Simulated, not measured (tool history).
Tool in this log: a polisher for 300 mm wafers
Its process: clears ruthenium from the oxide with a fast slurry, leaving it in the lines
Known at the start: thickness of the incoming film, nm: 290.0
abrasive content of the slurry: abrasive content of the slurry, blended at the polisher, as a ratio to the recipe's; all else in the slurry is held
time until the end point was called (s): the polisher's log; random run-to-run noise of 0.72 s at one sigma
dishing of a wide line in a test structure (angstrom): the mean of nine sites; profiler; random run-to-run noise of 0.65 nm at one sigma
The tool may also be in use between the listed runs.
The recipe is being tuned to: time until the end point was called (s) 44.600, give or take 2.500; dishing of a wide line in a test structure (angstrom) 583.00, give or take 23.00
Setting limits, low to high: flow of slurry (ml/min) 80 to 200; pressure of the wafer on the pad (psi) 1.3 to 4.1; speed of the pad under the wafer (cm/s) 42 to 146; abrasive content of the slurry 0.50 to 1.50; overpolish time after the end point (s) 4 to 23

run	hour	flow of slurry (ml/min)	pressure of the wafer on the pad (psi)	speed of the pad under the wafer (cm/s)	abrasive content of the slurry	overpolish time after the end point (s)	time until the end point was called (s)	dishing of a wide line in a test structure (angstrom)
1	0.0	130	2.7	94	1.00	12	67.280	399.85
2	5.4	135	3.0	94	1.00	12	61.009	441.53
3	6.8	140	3.3	94	1.00	12	55.041	470.51
4	10.4	140	3.5	94	1.00	12	51.922	503.90
5	11.8	140	3.6	94	1.00	12	50.384	518.38
6	18.8	145	3.7	94	1.00	12	48.660	511.73
7	20.5	140	3.8	94	1.00	12	46.454	522.42
8	24.3	140	3.8	94	1.00	12	47.941	521.39
9	31.9	145	3.8	94	1.00	12	46.616	519.04
10	36.9	140	3.8	94	1.00	12	47.305	522.12
11	44.7	140	3.8	94	1.00	12	48.202	532.04
12	52.3	140	3.9	94	1.00	12	46.919	539.34
13	61.1	140	4.0	94	1.00	12	45.238	553.39
14	67.5	135	4.0	94	1.00	12	45.598	546.37

Exactly one of the 4 candidate moves below puts every result within its allowed miss. Which one?
A	73.9	130	3.9	114	1.00	14	?	?
B	73.9	160	3.9	90	1.10	11	?	?
C	73.9	135	4.1	88	1.05	13	?	?
D	73.9	125	3.2	108	1.30	16	?	?

move	time until the end point was called (s)	dishing of a wide line in a test structure (angstrom)
A	39.133	652.71
B	43.139	518.40
C	43.969	575.54
D	43.570	663.51
A: the result that was furthest off in the last run now lies on the other side of its target
B: the biggest miss grows against the last run
C: all results land within tolerance of their targets
D: the result that was furthest off in the last run now lies on the other side of its target
Correct choice: C, which meets every target

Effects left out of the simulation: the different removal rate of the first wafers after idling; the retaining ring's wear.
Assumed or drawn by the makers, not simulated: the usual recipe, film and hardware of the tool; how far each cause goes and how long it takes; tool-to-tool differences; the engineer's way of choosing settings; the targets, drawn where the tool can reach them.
